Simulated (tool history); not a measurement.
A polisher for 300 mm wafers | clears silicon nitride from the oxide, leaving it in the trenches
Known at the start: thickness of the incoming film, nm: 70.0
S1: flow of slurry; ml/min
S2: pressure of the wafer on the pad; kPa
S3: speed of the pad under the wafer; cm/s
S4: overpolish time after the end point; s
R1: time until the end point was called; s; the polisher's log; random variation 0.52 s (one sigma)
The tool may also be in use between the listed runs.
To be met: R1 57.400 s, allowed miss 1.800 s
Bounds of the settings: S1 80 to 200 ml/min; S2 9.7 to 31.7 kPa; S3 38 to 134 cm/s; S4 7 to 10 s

run 1 hour=0.0 | S1=130 S2=20.7 S3=86 S4=10 | R1=71.461
run 2 hour=8.3 | S1=135 S2=21.4 S3=86 S4=10 | R1=68.159
run 3 hour=9.0 | S1=140 S2=21.4 S3=86 S4=10 | R1=66.457
run 4 hour=9.8 | S1=140 S2=21.4 S3=70 S4=10 | R1=79.802
run 5 hour=10.4 | S1=140 S2=21.4 S3=90 S4=10 | R1=65.468
run 6 hour=14.9 | S1=140 S2=21.4 S3=90 S4=7 | R1=65.381
run 7 hour=17.6 | S1=145 S2=21.4 S3=90 S4=7 | R1=63.872
run 8 hour=20.4 | S1=180 S2=22.1 S3=90 S4=7 | R1=59.985

5 next moves are on the table. One of them brings every result within its allowed miss. Which?
run A hour=23.2 | S1=175 S2=22.8 S3=102 S4=10 | R1=?
run B hour=23.2 | S1=180 S2=19.3 S3=104 S4=7 | R1=?
run C hour=23.2 | S1=155 S2=20.7 S3=98 S4=7 | R1=?
run D hour=23.2 | S1=185 S2=21.4 S3=90 S4=7 | R1=?
run E hour=23.2 | S1=130 S2=22.8 S3=98 S4=7 | R1=?

move=A R1=53.448
move=B R1=61.106
move=C R1=61.754
move=D R1=62.499
move=E R1=58.435
A: takes the result that was furthest off past its target
B: further off than the last run
C: further off than the last run
D: further off than the last run
E: meets every target
The right move is E.
